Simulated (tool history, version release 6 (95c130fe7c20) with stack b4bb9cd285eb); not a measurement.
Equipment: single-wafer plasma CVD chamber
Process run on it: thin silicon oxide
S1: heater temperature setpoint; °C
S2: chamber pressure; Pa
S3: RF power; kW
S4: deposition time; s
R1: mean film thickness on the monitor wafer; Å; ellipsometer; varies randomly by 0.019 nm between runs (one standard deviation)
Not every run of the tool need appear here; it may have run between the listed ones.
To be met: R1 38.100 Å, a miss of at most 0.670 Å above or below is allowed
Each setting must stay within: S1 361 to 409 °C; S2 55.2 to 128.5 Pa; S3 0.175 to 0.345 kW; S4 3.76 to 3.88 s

Run 1, hour 0.0: S1 385 °C, S2 91.9 Pa, S3 0.260 kW, S4 3.76 s. Result: R1 53.562 Å.
Run 2, hour 4.2: S1 385 °C, S2 91.9 Pa, S3 0.230 kW, S4 3.76 s. Result: R1 52.227 Å.
Run 3, hour 12.8: S1 391 °C, S2 91.9 Pa, S3 0.230 kW, S4 3.76 s. Result: R1 51.740 Å.
Run 4, hour 20.2: S1 391 °C, S2 89.2 Pa, S3 0.230 kW, S4 3.76 s. Result: R1 50.080 Å.
Run 5, hour 23.0: S1 398 °C, S2 89.2 Pa, S3 0.230 kW, S4 3.76 s. Result: R1 50.540 Å.
Run 6, hour 24.3: S1 398 °C, S2 104.4 Pa, S3 0.230 kW, S4 3.76 s. Result: R1 58.257 Å.
Run 7, hour 28.8: S1 398 °C, S2 100.1 Pa, S3 0.230 kW, S4 3.76 s. Result: R1 56.587 Å.
Run 8, hour 36.5: S1 398 °C, S2 96.3 Pa, S3 0.230 kW, S4 3.76 s. Result: R1 54.303 Å.
Run 9, hour 43.0: S1 398 °C, S2 77.9 Pa, S3 0.225 kW, S4 3.76 s. Result: R1 43.701 Å.
Run 10, hour 44.8: S1 398 °C, S2 76.7 Pa, S3 0.225 kW, S4 3.76 s. Result: R1 43.008 Å.
Run 11, hour 53.2: S1 398 °C, S2 75.6 Pa, S3 0.225 kW, S4 3.76 s. Result: R1 42.443 Å.
Run 12, hour 61.5: S1 398 °C, S2 74.7 Pa, S3 0.225 kW, S4 3.76 s. Result: R1 42.266 Å.
Run 13, hour 66.5: S1 398 °C, S2 63.9 Pa, S3 0.225 kW, S4 3.76 s. Result: R1 35.895 Å.
Run 14, hour 75.2: S1 398 °C, S2 64.3 Pa, S3 0.225 kW, S4 3.76 s. Result: R1 35.850 Å.
Run 15, hour 79.8: S1 398 °C, S2 70.5 Pa, S3 0.225 kW, S4 3.76 s. Result: R1 39.850 Å.
Run 16, hour 84.7: S1 398 °C, S2 70.1 Pa, S3 0.225 kW, S4 3.76 s. Result: R1 39.208 Å.
Run 17, hour 87.6: S1 398 °C, S2 69.9 Pa, S3 0.225 kW, S4 3.76 s. Result: R1 39.344 Å.
Run 18, hour 95.6: S1 398 °C, S2 69.9 Pa, S3 0.225 kW, S4 3.76 s. Result: R1 39.480 Å.
Run 19, hour 101.5: S1 398 °C, S2 69.6 Pa, S3 0.225 kW, S4 3.76 s. Result: R1 39.283 Å.
Run 20, hour 102.3: S1 398 °C, S2 69.3 Pa, S3 0.225 kW, S4 3.76 s. Result: R1 38.926 Å.

Below are 5 possible settings for the next run. Only one of them brings all results inside the allowed miss of their targets. Which is it?
Run A, hour 103.1: S1 385 °C, S2 69.9 Pa, S3 0.200 kW, S4 3.76 s. Result: R1 ?.
Run B, hour 103.1: S1 403 °C, S2 64.5 Pa, S3 0.245 kW, S4 3.76 s. Result: R1 ?.
Run C, hour 103.1: S1 398 °C, S2 67.7 Pa, S3 0.205 kW, S4 3.76 s. Result: R1 ?.
Run D, hour 103.1: S1 409 °C, S2 69.5 Pa, S3 0.245 kW, S4 3.76 s. Result: R1 ?.
Run E, hour 103.1: S1 406 °C, S2 73.2 Pa, S3 0.190 kW, S4 3.88 s. Result: R1 ?.

move      R1
   A  38.383
   B  37.086
   C  37.164
   D  39.805
   E  40.473
A: every result within its allowed miss
B: carries the result that was furthest off beyond its target, to the other side
C: carries the result that was furthest off beyond its target, to the other side
D: its largest miss is bigger than the last run's
E: its largest miss is bigger than the last run's
A meets every target.
